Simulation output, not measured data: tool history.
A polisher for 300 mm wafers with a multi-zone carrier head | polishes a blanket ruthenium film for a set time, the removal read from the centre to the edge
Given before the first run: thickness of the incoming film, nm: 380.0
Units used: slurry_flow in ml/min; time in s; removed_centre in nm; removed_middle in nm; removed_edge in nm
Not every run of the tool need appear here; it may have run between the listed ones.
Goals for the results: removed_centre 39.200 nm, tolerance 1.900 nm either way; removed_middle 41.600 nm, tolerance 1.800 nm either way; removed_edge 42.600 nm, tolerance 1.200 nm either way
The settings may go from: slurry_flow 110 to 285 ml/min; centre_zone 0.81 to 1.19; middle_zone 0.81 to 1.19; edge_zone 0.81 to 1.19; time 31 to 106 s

run,hour,slurry_flow,centre_zone,middle_zone,edge_zone,time,removed_centre,removed_middle,removed_edge
1,0.0,180,1.00,1.00,1.00,68,52.972,53.997,53.089
2,5.0,170,0.97,0.97,0.97,65,50.039,49.959,49.034
3,13.3,155,0.97,0.97,0.97,65,47.992,49.871,48.382
4,15.7,145,0.94,0.94,0.97,64,45.849,45.841,47.163
5,23.8,140,0.91,0.94,0.95,63,41.919,45.060,46.487
6,27.6,140,0.91,0.94,0.95,79,53.613,55.528,57.489
7,33.4,125,0.89,0.89,0.85,60,38.394,39.900,41.356
8,40.3,130,0.89,0.90,0.86,60,39.407,41.145,41.988

Exercise: of the 5 proposed moves below, exactly one satisfies all targets within the stated allowed misses. Which move is it?
A,47.2,135,0.90,0.87,0.86,58,?,?,?
B,47.2,150,0.92,0.81,0.81,61,?,?,?
C,47.2,115,0.88,0.90,0.86,64,?,?,?
D,47.2,135,0.86,0.94,0.81,60,?,?,?
E,47.2,110,0.88,0.81,0.90,64,?,?,?

move,removed_centre,removed_middle,removed_edge
A,38.728,38.787,40.216
B,42.797,39.620,41.941
C,39.746,42.044,43.035
D,38.285,42.574,40.481
E,39.099,38.311,43.572
A: its largest miss is bigger than the last run's
B: brings the result that was furthest off to its target, and leaves another outside
C: all results land within tolerance of their targets
D: its largest miss is bigger than the last run's
E: brings the result that was furthest off to its target, and leaves another outside
So the answer is move C, the one that meets all the targets.

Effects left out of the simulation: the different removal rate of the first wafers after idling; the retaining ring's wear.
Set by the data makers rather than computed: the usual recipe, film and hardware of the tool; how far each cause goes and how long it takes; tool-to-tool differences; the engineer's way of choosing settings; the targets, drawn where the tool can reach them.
